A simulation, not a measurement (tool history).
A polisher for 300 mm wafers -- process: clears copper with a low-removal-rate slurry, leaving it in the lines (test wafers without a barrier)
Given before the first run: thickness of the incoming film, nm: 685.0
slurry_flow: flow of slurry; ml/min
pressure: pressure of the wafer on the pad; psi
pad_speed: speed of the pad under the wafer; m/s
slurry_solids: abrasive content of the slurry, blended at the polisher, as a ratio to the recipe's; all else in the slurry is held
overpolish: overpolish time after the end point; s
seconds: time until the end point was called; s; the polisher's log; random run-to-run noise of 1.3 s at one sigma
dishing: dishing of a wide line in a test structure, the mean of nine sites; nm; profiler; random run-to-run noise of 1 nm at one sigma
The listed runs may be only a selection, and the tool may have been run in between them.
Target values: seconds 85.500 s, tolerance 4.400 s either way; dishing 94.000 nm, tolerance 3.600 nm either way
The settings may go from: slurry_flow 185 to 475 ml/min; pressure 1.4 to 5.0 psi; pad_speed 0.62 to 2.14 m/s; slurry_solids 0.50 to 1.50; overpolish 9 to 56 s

run	hour	slurry_flow	pressure	pad_speed	slurry_solids	overpolish	seconds	dishing
1	0.0	305	3.2	1.38	1.00	29	131.820	73.324
2	2.3	305	3.2	1.38	1.20	29	123.950	75.399
3	6.8	305	2.9	1.38	1.20	29	134.180	72.019
4	13.8	305	2.9	1.38	1.30	29	134.350	73.189
5	19.0	305	3.2	1.38	1.30	29	121.570	76.699
6	25.1	305	3.2	1.38	1.30	23	124.870	68.469
7	33.7	305	3.5	1.38	1.30	24	113.990	73.785
# hour 41.5: worn pad replaced by a new one
8	41.5	305	3.7	1.38	1.30	25	98.738	82.842
9	50.1	305	3.8	1.38	1.30	25	95.764	83.108

Which one of the following 5 next-run settings gets every result inside its allowed miss? There is exactly one.
A	58.7	270	3.6	1.38	1.35	41	?	?
B	58.7	435	4.3	1.18	1.45	25	?	?
C	58.7	335	4.2	1.26	1.25	26	?	?
D	58.7	295	4.1	1.28	1.25	28	?	?
E	58.7	345	3.5	1.80	1.05	32	?	?

move	seconds	dishing
A	102.550	95.882
B	95.305	82.253
C	96.800	83.047
D	98.504	85.133
E	85.494	93.467
A: meets the target for the result that was furthest off, but another lies outside its allowed miss
B: further off than the last run
C: no better and no worse than the last run
D: no better and no worse than the last run
E: all results land within tolerance of their targets
E meets every target.

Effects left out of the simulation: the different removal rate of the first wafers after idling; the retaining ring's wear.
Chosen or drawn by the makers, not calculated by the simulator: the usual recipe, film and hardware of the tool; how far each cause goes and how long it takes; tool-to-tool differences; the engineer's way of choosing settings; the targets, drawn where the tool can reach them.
